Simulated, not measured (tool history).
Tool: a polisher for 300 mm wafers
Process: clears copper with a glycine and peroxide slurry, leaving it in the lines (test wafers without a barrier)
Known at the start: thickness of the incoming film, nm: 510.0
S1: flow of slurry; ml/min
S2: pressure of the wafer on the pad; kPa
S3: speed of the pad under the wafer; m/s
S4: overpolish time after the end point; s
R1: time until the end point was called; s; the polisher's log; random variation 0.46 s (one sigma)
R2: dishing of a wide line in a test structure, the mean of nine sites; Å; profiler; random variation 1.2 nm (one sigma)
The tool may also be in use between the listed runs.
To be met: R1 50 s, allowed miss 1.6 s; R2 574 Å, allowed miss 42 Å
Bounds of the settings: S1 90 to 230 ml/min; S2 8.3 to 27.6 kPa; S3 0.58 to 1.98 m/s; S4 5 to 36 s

run,hour,S1,S2,S3,S4,R1,R2
1,0,150,17.9,1.28,18,87.53,532.45
2,5,155,20.7,1.32,15,74.018,509.4
3,8.8,160,22.8,1.34,15,66.322,555.43
4,15.5,165,24.1,1.36,14,61.873,542.11
5,20.1,180,24.1,1.36,14,62.911,556.36
6,21.4,180,24.1,1.36,21,62.079,709.53
# hour 24.9: worn pad replaced by a new one
7,24.9,180,24.8,1.38,18,56.656,672.51
8,26.1,180,25.5,1.38,16,54.245,624.73

5 next moves are on the table. One of them brings every result within its allowed miss. Which?
A,27.3,175,25.5,1.66,11,?,?
B,27.3,160,27.6,1.4,12,?,?
C,27.3,180,27.6,1.54,11,?,?
D,27.3,180,26.9,1.54,11,?,?
E,27.3,165,26.9,1.44,10,?,?

move,R1,R2
A,45.995,560.33
B,50.582,564.28
C,45.716,567.31
D,46.783,558.79
E,50.256,507.05
A: takes the result that was furthest off past its target
B: meets every target
C: takes the result that was furthest off past its target
D: takes the result that was furthest off past its target
E: brings the result that was furthest off to its target, and leaves another outside
The right move is B.
